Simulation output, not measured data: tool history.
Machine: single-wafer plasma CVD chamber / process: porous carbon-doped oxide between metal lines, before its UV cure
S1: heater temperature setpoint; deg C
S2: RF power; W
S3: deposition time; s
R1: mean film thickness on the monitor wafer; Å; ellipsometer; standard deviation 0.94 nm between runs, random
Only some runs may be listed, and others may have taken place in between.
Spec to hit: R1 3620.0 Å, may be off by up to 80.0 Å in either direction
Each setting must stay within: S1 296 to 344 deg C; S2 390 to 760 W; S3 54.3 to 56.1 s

run	hour	S1	S2	S3	R1
1	0.0	320	575	54.3	2881.4
2	4.8	315	610	54.5	3043.5
3	11.7	315	665	54.5	3186.0
4	15.7	315	620	54.5	3075.7
5	21.2	315	620	56.1	3172.5
6	29.4	315	550	56.1	2989.6
7	34.7	310	590	56.1	3155.9
8	39.9	307	620	56.1	3291.6

Below are 4 possible settings for the next run. Only one of them brings all results inside the allowed miss of their targets. Which is it?
A	45.1	305	720	56.1	?
B	45.1	309	700	56.1	?
C	45.1	305	505	56.1	?
D	45.1	313	610	54.3	?

move	R1
A	3582.2
B	3462.8
C	2990.0
D	3067.6
A: each result inside its tolerance
B: better than the last run, though not everything is in spec
C: further off than the last run
D: further off than the last run
Correct choice: A, which meets every target
